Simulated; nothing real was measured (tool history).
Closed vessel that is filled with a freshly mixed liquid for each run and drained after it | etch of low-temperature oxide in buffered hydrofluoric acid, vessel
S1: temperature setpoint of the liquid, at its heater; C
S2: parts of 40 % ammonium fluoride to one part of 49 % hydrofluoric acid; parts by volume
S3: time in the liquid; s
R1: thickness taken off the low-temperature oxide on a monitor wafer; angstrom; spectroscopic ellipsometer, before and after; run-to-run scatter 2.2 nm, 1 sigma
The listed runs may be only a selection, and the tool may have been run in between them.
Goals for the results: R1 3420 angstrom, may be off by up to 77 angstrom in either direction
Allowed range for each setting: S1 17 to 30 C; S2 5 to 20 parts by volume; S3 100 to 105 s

run 1 hour=0 | S1=22 S2=12 S3=100 | R1=4453.9
run 2 hour=2.4 | S1=21 S2=12 S3=100 | R1=4219.9
run 3 hour=9.7 | S1=21 S2=13.5 S3=100 | R1=3728.5
run 4 hour=17.3 | S1=20.5 S2=13.5 S3=100 | R1=3646.5
run 5 hour=18.6 | S1=22 S2=13.5 S3=100 | R1=3926.4
run 6 hour=19.6 | S1=21.5 S2=13.5 S3=100 | R1=3854.5
run 7 hour=23.8 | S1=21 S2=13.5 S3=100 | R1=3726.8
run 8 hour=31.2 | S1=20.5 S2=13.5 S3=100 | R1=3672.6
run 9 hour=38.1 | S1=20.5 S2=13.5 S3=100 | R1=3606

Below are 4 possible settings for the next run. Only one of them brings all results inside the allowed miss of their targets. Which is it?
run A hour=45 | S1=21 S2=14 S3=100 | R1=?
run B hour=45 | S1=19.5 S2=14.5 S3=100 | R1=?
run C hour=45 | S1=20.5 S2=14.5 S3=100 | R1=?
run D hour=45 | S1=18.5 S2=12 S3=100 | R1=?

move=A R1=3577.3
move=B R1=3177.8
move=C R1=3361.1
move=D R1=3616.2
A: nearer than the last run, and not there yet
B: moves the result that the last run missed by most past its target, out the other side
C: hits every target within its allowed miss
D: further off than the last run
The right move is C.
